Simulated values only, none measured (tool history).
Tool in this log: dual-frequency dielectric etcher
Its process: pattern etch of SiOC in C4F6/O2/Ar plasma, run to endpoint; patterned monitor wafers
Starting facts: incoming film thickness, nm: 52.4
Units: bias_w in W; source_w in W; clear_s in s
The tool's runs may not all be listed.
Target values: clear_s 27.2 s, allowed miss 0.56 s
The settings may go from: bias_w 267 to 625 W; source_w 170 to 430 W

| run | hour | bias_w | source_w | clear_s |
|---|---|---|---|---|
| 1 | 0 | 446 | 300 | 21.417 |
| 2 | 1.3 | 501 | 300 | 20.489 |
| 3 | 6.7 | 501 | 270 | 21.435 |
| 4 | 11.3 | 470 | 260 | 22.698 |
| 5 | 17.5 | 444 | 260 | 23.252 |
| 6 | 19.1 | 499 | 260 | 22.108 |
| 7 | 20.2 | 468 | 260 | 22.757 |
| 8 | 21.3 | 442 | 260 | 23.328 |

Pick the move, out of 4, that brings all results within their allowed miss; only one does.
| A | 22.4 | 383 | 250 | ? |
| B | 22.4 | 489 | 170 | ? |
| C | 22.4 | 382 | 180 | ? |
| D | 22.4 | 552 | 230 | ? |

| move | clear_s |
|---|---|
| A | 25.723 |
| B | 27.471 |
| C | 30.546 |
| D | 21.999 |
A: nearer than the last run, and not there yet
B: meets every target
C: the result that was furthest off in the last run now lies on the other side of its target
D: the biggest miss grows against the last run
Go with B: it meets all targets.
